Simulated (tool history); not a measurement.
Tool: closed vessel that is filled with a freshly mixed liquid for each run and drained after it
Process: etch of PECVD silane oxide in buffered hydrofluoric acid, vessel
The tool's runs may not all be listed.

run	hour	temperature setpoint of the liquid (C)	parts of 40 % ammonium fluoride to one part of 49 % hydrofluoric acid (parts by volume)	time in the liquid (s)	thickness taken off the PECVD silane oxide on a monitor wafer (nm)
1	0.0	21.0	21.0	95	59.395
2	6.5	22.5	20.0	95	66.051
3	14.9	25.0	20.0	95	77.061
4	19.9	26.0	19.0	95	85.116
5	24.3	26.5	18.5	95	89.096
6	29.3	27.0	18.0	95	94.913
7	33.0	27.5	17.5	95	99.958
8	36.0	28.0	17.5	95	102.810

The next listed run, before its measurement:
9	39.9	28.5	17.0	95	?

{"run 9": {"thickness taken off the PECVD silane oxide on a monitor wafer (nm)": 109.09}}

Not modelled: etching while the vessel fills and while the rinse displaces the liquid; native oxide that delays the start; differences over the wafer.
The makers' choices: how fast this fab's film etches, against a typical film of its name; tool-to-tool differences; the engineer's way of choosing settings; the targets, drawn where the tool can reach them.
